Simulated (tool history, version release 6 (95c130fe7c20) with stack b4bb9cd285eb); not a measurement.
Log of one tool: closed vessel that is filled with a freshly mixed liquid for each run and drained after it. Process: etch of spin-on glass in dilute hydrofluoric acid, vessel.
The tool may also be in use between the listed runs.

run	hour	temperature setpoint of the liquid (°C)	parts of water to one part of 49 % hydrofluoric acid (parts by volume)	time in the liquid (s)	thickness taken off the spin-on glass on a monitor wafer (nm)
1	0.0	24.0	200	95	10.5740
2	3.2	24.0	260	95	7.6992
3	6.0	24.0	330	95	5.6584
4	13.7	24.0	360	95	5.0219
5	19.7	24.0	325	95	5.7989
6	24.0	24.0	325	60	3.6306
7	30.3	28.0	245	65	6.5223
8	38.2	25.5	185	70	9.1002
9	42.3	23.0	140	75	12.2980
10	44.1	21.0	110	80	15.8570
11	45.3	20.0	90	80	19.0950
12	53.2	19.5	80	80	21.1580
13	57.7	19.0	75	80	22.2780
14	59.0	22.0	70	80	27.2220
15	60.4	21.5	70	80	26.3970

Forecast run 16:
# hour 61.5: thermometer replaced
16	61.5	21.0	70	80	?

Run 16 gave thickness taken off the spin-on glass on a monitor wafer (nm) 28.6720.
